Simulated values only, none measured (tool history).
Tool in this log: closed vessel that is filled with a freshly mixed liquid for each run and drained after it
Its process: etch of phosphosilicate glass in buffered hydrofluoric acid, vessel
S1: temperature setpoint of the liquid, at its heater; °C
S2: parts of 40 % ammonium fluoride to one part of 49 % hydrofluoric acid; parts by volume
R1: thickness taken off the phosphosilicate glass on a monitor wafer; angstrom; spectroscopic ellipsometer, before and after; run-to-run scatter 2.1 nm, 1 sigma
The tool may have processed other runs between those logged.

run 1 hour=0 | S1=22 S2=15.5 time_in_the_liquid_(s)=100 | R1=3942.4
run 2 hour=8.9 | S1=23 S2=15 time_in_the_liquid_(s)=100 | R1=4301.9
run 3 hour=15.1 | S1=23 S2=18.5 time_in_the_liquid_(s)=100 | R1=3482.8
run 4 hour=19.7 | S1=25.5 S2=18.5 time_in_the_liquid_(s)=100 | R1=4017
run 5 hour=27.9 | S1=25.5 S2=18.5 time_in_the_liquid_(s)=105 | R1=4239
run 6 hour=28.5 | S1=26 S2=18 time_in_the_liquid_(s)=105 | R1=4434.8

Predict the results of run 7:
run 7 hour=32.5 | S1=26.5 S2=17.5 time_in_the_liquid_(s)=105 | R1=?

Logged for run 7: R1 4706.3 angstrom.
